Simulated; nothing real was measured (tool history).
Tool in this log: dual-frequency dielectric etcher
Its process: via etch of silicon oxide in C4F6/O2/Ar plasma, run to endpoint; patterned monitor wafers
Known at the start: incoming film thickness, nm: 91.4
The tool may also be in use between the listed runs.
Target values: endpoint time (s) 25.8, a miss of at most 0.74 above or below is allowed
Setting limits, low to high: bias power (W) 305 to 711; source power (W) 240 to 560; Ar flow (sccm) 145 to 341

run,hour,bias power (W),source power (W),Ar flow (sccm),endpoint time (s)
1,0,508,400,243,18.641
2,4.9,508,400,277,18.932
3,11.6,450,400,277,20.057
4,17.7,450,440,277,19.205
5,26.4,419,410,283,20.546
6,28.9,463,410,283,19.478
7,36.2,430,380,285,21.122
8,43.4,328,300,296,27.736
9,47.8,339,300,296,26.851
10,52.7,345,300,296,27.097

Which single option among these 4 for the next run brings every result within its allowed miss of target? Just one does.
A,57.6,305,300,316,?
B,57.6,337,280,335,?
C,57.6,377,290,327,?
D,57.6,305,310,328,?

move,endpoint time (s)
A,29.225
B,28.543
C,26.216
D,28.89
A: moves away from the targets compared with the last run
B: moves away from the targets compared with the last run
C: each result inside its tolerance
D: moves away from the targets compared with the last run
C meets every target.

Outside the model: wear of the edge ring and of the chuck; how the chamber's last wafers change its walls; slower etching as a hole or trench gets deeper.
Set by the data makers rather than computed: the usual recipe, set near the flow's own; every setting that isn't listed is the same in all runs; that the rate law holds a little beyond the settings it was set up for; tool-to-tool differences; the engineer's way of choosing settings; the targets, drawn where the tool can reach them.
